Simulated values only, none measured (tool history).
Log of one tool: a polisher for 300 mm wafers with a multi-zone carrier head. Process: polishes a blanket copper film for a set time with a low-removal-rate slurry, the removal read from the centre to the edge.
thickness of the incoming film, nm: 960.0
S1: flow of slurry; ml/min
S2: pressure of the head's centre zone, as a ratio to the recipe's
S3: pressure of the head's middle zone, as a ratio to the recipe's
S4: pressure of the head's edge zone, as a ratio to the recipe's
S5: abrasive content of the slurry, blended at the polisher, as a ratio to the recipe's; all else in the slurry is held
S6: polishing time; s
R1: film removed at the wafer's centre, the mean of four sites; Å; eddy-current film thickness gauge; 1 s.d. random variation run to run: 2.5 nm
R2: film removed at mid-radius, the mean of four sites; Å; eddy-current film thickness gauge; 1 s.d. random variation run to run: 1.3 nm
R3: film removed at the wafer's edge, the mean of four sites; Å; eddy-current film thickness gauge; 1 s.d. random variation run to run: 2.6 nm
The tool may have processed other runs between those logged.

{"run": 1, "hour": 0.0, "S1": 310, "S2": 1, "S3": 1, "S4": 1, "S5": 1, "S6": 80, "R1": 2436.3, "R2": 2313.7, "R3": 2380.9}
{"run": 2, "hour": 3.5, "S1": 310, "S2": 0.98, "S3": 0.99, "S4": 0.98, "S5": 0.9, "S6": 78, "R1": 2242.3, "R2": 2194.4, "R3": 2245.7}
{"run": 3, "hour": 7.8, "S1": 370, "S2": 0.98, "S3": 0.99, "S4": 0.98, "S5": 0.9, "S6": 78, "R1": 2236.7, "R2": 2246.3, "R3": 2238}
{"run": 4, "hour": 14.9, "S1": 375, "S2": 0.97, "S3": 0.97, "S4": 0.97, "S5": 0.85, "S6": 77, "R1": 2165, "R2": 2145.4, "R3": 2115.2}
{"run": 5, "hour": 23.0, "S1": 375, "S2": 0.97, "S3": 0.97, "S4": 0.97, "S5": 0.85, "S6": 87, "R1": 2451, "R2": 2401.4, "R3": 2388.6}
{"run": 6, "hour": 25.1, "S1": 375, "S2": 0.95, "S3": 0.95, "S4": 0.96, "S5": 0.8, "S6": 85, "R1": 2322.9, "R2": 2270.5, "R3": 2322.7}
{"run": 7, "hour": 33.8, "S1": 375, "S2": 0.95, "S3": 0.95, "S4": 0.96, "S5": 0.8, "S6": 85, "R1": 2319.8, "R2": 2252.2, "R3": 2360.4}
{"run": 8, "hour": 34.7, "S1": 385, "S2": 0.94, "S3": 0.94, "S4": 0.95, "S5": 0.75, "S6": 83, "R1": 2209.3, "R2": 2177, "R3": 2179.7}
{"run": 9, "hour": 38.7, "S1": 385, "S2": 0.92, "S3": 0.92, "S4": 0.95, "S5": 0.7, "S6": 82, "R1": 2084.1, "R2": 2011.3, "R3": 2075}
{"run": 10, "hour": 47.0, "S1": 385, "S2": 0.9, "S3": 0.91, "S4": 0.94, "S5": 0.65, "S6": 82, "R1": 1934.2, "R2": 1977.7, "R3": 2048.1}
{"run": 11, "hour": 52.2, "S1": 390, "S2": 0.89, "S3": 0.9, "S4": 0.93, "S5": 0.65, "S6": 82, "R1": 1975.3, "R2": 1934.9, "R3": 2016.5}
{"run": 12, "hour": 52.8, "S1": 390, "S2": 0.88, "S3": 0.89, "S4": 0.92, "S5": 0.65, "S6": 82, "R1": 1949, "R2": 1905.1, "R3": 2091.1}
{"run": 13, "hour": 57.8, "S1": 395, "S2": 0.88, "S3": 0.89, "S4": 0.92, "S5": 0.65, "S6": 81, "R1": 1927.7, "R2": 1923.7, "R3": 2023.3}
{"run": 14, "hour": 65.0, "S1": 400, "S2": 0.88, "S3": 0.88, "S4": 0.92, "S5": 0.65, "S6": 80, "R1": 1901.6, "R2": 1913.3, "R3": 2055}

What will run 15 give?
{"run": 15, "hour": 73.7, "S1": 310, "S2": 0.87, "S3": 0.84, "S4": 0.82, "S5": 0.5, "S6": 76, "R1": "?", "R2": "?", "R3": "?"}

R1: 1609.1 Å
R2: 1500.4 Å
R3: 1606 Å
